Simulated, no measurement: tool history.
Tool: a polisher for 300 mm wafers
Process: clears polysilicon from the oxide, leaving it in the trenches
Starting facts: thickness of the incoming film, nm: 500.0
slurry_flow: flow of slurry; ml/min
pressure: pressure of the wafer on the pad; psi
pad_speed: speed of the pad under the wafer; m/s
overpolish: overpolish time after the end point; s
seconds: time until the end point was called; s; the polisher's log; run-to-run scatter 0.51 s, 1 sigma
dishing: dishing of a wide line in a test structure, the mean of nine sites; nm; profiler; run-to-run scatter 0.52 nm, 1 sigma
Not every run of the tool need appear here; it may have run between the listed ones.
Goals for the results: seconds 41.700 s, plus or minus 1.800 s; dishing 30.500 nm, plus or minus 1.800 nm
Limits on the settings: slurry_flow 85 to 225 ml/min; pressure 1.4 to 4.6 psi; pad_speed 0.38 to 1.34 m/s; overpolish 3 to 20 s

run  hour  slurry_flow  pressure  pad_speed  overpolish  seconds  dishing
  1   0.0          145       3.0       0.86          10   34.536   44.101
  2   4.5          145       3.0       1.00          10   29.500   46.058
  3  11.4          165       3.1       0.88           8   31.707   43.632
  4  15.0          165       3.1       1.00           8   27.306   44.269
  5  22.3          180       2.8       0.96           7   31.537   42.924
  6  29.8          190       2.7       0.90           6   34.235   39.541
  7  33.8          225       2.4       0.72           3   46.955   23.445
  8  40.4          215       2.5       0.72           3   45.200   24.679
  9  43.6          205       2.6       0.72           4   44.557   28.939

Exercise: of the 4 proposed moves below, exactly one satisfies all targets within the stated allowed misses. Which move is it?
  A  46.8          200       2.3       0.80           4        ?        ?
  B  46.8          220       2.9       0.68           3        ?        ?
  C  46.8          225       2.4       0.80           4        ?        ?
  D  46.8          220       2.5       0.84           3        ?        ?

move  seconds  dishing
   A   44.898   30.234
   B   41.473   26.595
   C   42.447   31.220
   D   39.033   27.645
A: misses by more than the last run did
B: puts the biggest miss on target and leaves a different result outside tolerance
C: all results in spec
D: carries the result that was furthest off beyond its target, to the other side
Move C is the one to make.

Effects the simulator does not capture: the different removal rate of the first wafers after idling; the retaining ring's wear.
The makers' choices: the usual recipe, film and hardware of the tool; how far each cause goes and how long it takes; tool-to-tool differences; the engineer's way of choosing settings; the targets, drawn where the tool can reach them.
